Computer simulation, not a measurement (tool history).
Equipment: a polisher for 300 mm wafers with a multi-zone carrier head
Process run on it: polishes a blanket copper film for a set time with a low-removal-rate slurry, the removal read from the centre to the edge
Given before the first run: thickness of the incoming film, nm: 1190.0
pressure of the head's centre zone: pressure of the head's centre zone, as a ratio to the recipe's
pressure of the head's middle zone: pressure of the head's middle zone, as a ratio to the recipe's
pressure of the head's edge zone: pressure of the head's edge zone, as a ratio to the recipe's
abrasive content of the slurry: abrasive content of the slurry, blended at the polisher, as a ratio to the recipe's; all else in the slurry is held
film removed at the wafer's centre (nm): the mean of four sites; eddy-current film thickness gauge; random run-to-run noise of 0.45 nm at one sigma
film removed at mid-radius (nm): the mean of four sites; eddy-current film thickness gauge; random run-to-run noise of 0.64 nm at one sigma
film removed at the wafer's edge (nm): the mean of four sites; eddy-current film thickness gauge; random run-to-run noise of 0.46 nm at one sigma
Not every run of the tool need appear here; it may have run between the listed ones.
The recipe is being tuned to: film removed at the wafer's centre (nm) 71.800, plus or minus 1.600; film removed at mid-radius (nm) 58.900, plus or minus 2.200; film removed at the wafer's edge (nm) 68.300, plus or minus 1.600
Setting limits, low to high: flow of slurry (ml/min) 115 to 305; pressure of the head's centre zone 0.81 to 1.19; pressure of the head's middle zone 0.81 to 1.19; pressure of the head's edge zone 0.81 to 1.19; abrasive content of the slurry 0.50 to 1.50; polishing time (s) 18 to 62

run,hour,flow of slurry (ml/min),pressure of the head's centre zone,pressure of the head's middle zone,pressure of the head's edge zone,abrasive content of the slurry,polishing time (s),film removed at the wafer's centre (nm),film removed at mid-radius (nm),film removed at the wafer's edge (nm)
1,0.0,195,1.00,1.00,1.00,1.00,40,100.420,103.350,103.890
2,7.8,190,1.01,0.97,0.99,0.90,38,93.425,93.357,95.724
3,15.0,190,0.98,0.97,0.99,0.90,38,92.493,92.248,95.529
4,21.7,185,0.98,0.94,0.97,0.85,37,87.737,85.874,91.260
5,26.5,185,0.92,0.94,0.97,0.85,37,82.678,86.336,91.388
6,31.5,185,0.92,0.94,1.05,0.85,37,82.612,85.956,94.742
7,32.1,155,1.02,0.84,0.95,0.60,29,66.116,57.559,65.466
8,36.7,165,1.03,0.84,0.95,0.60,29,68.017,58.148,65.902
9,44.9,170,1.03,0.84,0.95,0.60,29,68.350,58.639,67.377
10,51.9,175,1.03,0.84,0.95,0.60,29,67.482,56.303,66.612
11,59.3,175,1.04,0.85,0.95,0.60,29,68.799,58.819,66.262
12,65.7,180,1.04,0.85,0.95,0.60,29,69.036,58.770,66.115
13,71.2,185,1.04,0.85,0.96,0.60,29,68.825,59.146,66.667

Next run, 5 choices. One meets every target within its allowed miss, the rest don't. Which?
A,76.7,210,1.10,0.84,0.95,0.80,26,?,?,?
B,76.7,170,1.11,0.87,0.96,0.50,29,?,?,?
C,76.7,195,1.08,0.91,0.98,0.65,27,?,?,?
D,76.7,205,1.04,0.83,0.86,0.50,30,?,?,?
E,76.7,180,1.03,0.81,0.90,0.65,30,?,?,?

move,film removed at the wafer's centre (nm),film removed at mid-radius (nm),film removed at the wafer's edge (nm)
A,70.217,54.719,62.834
B,71.622,57.077,64.366
C,68.650,58.250,63.599
D,71.029,58.045,64.364
E,71.940,58.305,67.582
A: gets the furthest-off result to its target, but another result is out of tolerance
B: gets the furthest-off result to its target, but another result is out of tolerance
C: the biggest miss grows against the last run
D: gets the furthest-off result to its target, but another result is out of tolerance
E: hits every target within its allowed miss
So the answer is move E, the one that meets all the targets.
